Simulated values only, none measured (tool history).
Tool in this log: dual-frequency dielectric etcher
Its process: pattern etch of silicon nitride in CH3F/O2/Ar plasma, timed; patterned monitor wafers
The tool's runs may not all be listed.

| run | day | source power (W) | bias power (W) | etch time (s) | mean etch depth across the wafer (angstrom) |
|---|---|---|---|---|---|
| 1 | 0.000 | 370 | 68 | 20.0 | 147.81 |
| 2 | 0.079 | 340 | 68 | 20.0 | 143.54 |
| 3 | 0.325 | 320 | 65 | 20.0 | 139.25 |
| 4 | 0.612 | 320 | 65 | 20.0 | 138.44 |
| 5 | 0.971 | 320 | 65 | 20.0 | 138.84 |
| 6 | 1.012 | 310 | 63 | 20.0 | 135.96 |
| 7 | 1.225 | 300 | 61 | 20.0 | 133.70 |

What will run 8 give?
| 8 | 1.371 | 290 | 59 | 20.0 | ? |

{"run 8": {"mean etch depth across the wafer (angstrom)": 132.49}}
